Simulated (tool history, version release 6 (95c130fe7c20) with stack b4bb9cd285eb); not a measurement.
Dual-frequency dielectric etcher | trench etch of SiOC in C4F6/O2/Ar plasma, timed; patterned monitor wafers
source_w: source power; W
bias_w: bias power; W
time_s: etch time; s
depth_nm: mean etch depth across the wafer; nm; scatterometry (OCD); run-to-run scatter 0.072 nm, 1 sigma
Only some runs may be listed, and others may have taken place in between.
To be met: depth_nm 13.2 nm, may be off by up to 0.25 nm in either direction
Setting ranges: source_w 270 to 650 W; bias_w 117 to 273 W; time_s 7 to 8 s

| run | hour | source_w | bias_w | time_s | depth_nm |
|---|---|---|---|---|---|
| 1 | 0 | 460 | 195 | 8 | 17.006 |
| 2 | 4.4 | 420 | 181 | 8 | 15.778 |
| 3 | 12.6 | 390 | 177 | 8 | 14.798 |
| 4 | 18.5 | 390 | 202 | 8 | 15.38 |
|  | 21.5 | source power generator calibrated |
| 5 | 21.5 | 390 | 188 | 8 | 14.581 |
| 6 | 28.1 | 390 | 171 | 8 | 14.288 |
| 7 | 35.5 | 380 | 171 | 8 | 14.178 |
| 8 | 36 | 370 | 171 | 8 | 13.872 |
| 9 | 40.4 | 320 | 168 | 8 | 12.214 |
| 10 | 47.7 | 330 | 168 | 8 | 12.619 |
| 11 | 56.5 | 340 | 168 | 8 | 12.867 |

Which one of the following 4 next-run settings gets every result inside its allowed miss? There is exactly one.
| A | 65.3 | 320 | 176 | 8 | ? |
| B | 65.3 | 330 | 194 | 8 | ? |
| C | 65.3 | 330 | 149 | 8 | ? |
| D | 65.3 | 360 | 125 | 8 | ? |

| move | depth_nm |
|---|---|
| A | 12.404 |
| B | 13.068 |
| C | 12.173 |
| D | 12.48 |
A: lands further from the targets than the last run did
B: every result within its allowed miss
C: lands further from the targets than the last run did
D: lands further from the targets than the last run did
The right move is B.

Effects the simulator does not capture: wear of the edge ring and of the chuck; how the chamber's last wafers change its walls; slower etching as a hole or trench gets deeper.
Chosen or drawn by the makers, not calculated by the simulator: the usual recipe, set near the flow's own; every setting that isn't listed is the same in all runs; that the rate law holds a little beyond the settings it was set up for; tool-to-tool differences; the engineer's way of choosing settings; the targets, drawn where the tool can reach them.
